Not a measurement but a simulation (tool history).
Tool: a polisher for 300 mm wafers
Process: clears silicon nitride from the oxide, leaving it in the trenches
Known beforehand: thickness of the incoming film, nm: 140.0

run  hour  flow of slurry (ml/min)  pressure of the wafer on the pad (kPa)  speed of the pad under the wafer (cm/s)  overpolish time after the end point (s)  time until the end point was called (s)
  1     0                      230                                    22.8                                      112                                       37                                   134.44
  2   7.1                      230                                    22.8                                       96                                       37                                    150.8
  3  13.5                      185                                    22.8                                       96                                       37                                    155.7
  4  22.6                      235                                    22.8                                       96                                       37                                   153.38
  5  23.2                      290                                    22.8                                       96                                       37                                   145.39
  6  25.3                      290                                    22.8                                       96                                       40                                   147.04
  7  29.1                      290                                    22.8                                       96                                       40                                   148.19
  8  36.7                      290                                    29.6                                      100                                       40                                   110.56
  9  40.8                      290                                      31                                      102                                       40                                   103.83
 10  43.1                      290                                    35.9                                      106                                       40                                   87.587

Run 11 has not been measured yet. What should we expect?
 11  48.9                      290                                    35.9                                      106                                       40                                        ?

Run 11 gave time until the end point was called (s) 87.272.
